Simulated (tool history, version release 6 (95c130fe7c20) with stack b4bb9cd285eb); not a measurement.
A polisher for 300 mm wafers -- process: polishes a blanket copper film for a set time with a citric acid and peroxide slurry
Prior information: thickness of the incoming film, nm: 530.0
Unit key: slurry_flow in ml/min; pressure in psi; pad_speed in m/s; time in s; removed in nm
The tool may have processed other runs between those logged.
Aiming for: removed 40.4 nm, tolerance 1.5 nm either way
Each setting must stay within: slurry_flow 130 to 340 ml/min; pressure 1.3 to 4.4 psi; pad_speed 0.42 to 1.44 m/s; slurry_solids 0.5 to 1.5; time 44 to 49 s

Run 1, day 0: slurry_flow 220 ml/min, pressure 2.8 psi, pad_speed 0.92 m/s, slurry_solids 1, time 49 s. Result: removed 81.656 nm.
Run 2, day 0.133: slurry_flow 220 ml/min, pressure 2.8 psi, pad_speed 0.92 m/s, slurry_solids 0.9, time 49 s. Result: removed 79.716 nm.
Run 3, day 0.45: slurry_flow 220 ml/min, pressure 2.8 psi, pad_speed 0.92 m/s, slurry_solids 1, time 49 s. Result: removed 83.184 nm.
Run 4, day 0.767: slurry_flow 220 ml/min, pressure 2.6 psi, pad_speed 0.9 m/s, slurry_solids 1, time 49 s. Result: removed 76.418 nm.
Run 5, day 0.967: slurry_flow 185 ml/min, pressure 2.6 psi, pad_speed 0.9 m/s, slurry_solids 1, time 49 s. Result: removed 75.107 nm.
Run 6, day 1.129: slurry_flow 205 ml/min, pressure 2.6 psi, pad_speed 0.9 m/s, slurry_solids 1, time 49 s. Result: removed 76.944 nm.
Run 7, day 1.321: slurry_flow 205 ml/min, pressure 2.4 psi, pad_speed 0.84 m/s, slurry_solids 1, time 49 s. Result: removed 66.413 nm.
Run 8, day 1.529: slurry_flow 205 ml/min, pressure 2.2 psi, pad_speed 0.82 m/s, slurry_solids 1, time 49 s. Result: removed 59.438 nm.
Run 9, day 1.571: slurry_flow 205 ml/min, pressure 2.1 psi, pad_speed 0.82 m/s, slurry_solids 1, time 49 s. Result: removed 57.815 nm.
Run 10, day 1.629: slurry_flow 205 ml/min, pressure 2 psi, pad_speed 0.8 m/s, slurry_solids 1, time 49 s. Result: removed 54.618 nm.

4 next moves are on the table. One of them brings every result within its allowed miss. Which?
Run A, day 1.688: slurry_flow 215 ml/min, pressure 1.7 psi, pad_speed 0.64 m/s, slurry_solids 0.95, time 45 s. Result: removed ?.
Run B, day 1.688: slurry_flow 190 ml/min, pressure 2.3 psi, pad_speed 0.84 m/s, slurry_solids 1.15, time 49 s. Result: removed ?.
Run C, day 1.688: slurry_flow 200 ml/min, pressure 1.9 psi, pad_speed 0.72 m/s, slurry_solids 1.25, time 44 s. Result: removed ?.
Run D, day 1.688: slurry_flow 150 ml/min, pressure 1.4 psi, pad_speed 1.08 m/s, slurry_solids 0.95, time 44 s. Result: removed ?.

move  removed
   A   36.333
   B   65.013
   C   44.524
   D   41.026
A: takes the biggest miss from the last run beyond its target
B: the biggest miss grows against the last run
C: gains on the last run, yet a result remains outside its allowed miss
D: all results in spec
The right move is D.
